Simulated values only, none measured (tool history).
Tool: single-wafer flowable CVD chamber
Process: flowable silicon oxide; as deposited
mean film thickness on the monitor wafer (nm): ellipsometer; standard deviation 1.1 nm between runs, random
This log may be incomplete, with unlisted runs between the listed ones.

run,hour,heater temperature setpoint (K),chamber pressure (mTorr),RF power (W),deposition time (s),mean film thickness on the monitor wafer (nm)
1,0.0,378.15,988,2165,1290,783.27
2,1.0,380.15,988,2165,1290,734.51
3,5.4,380.15,1078,2165,1290,798.81
4,9.4,382.15,1078,2165,1290,748.09
5,13.1,384.15,1078,2165,1290,700.66
6,19.6,386.15,1078,2165,1290,657.73
7,21.2,388.15,1078,2165,1290,618.92

What does the tool deliver on the next run?
8,29.1,389.15,1078,2165,1290,?

{"run 8": {"mean film thickness on the monitor wafer (nm)": 603.08}}

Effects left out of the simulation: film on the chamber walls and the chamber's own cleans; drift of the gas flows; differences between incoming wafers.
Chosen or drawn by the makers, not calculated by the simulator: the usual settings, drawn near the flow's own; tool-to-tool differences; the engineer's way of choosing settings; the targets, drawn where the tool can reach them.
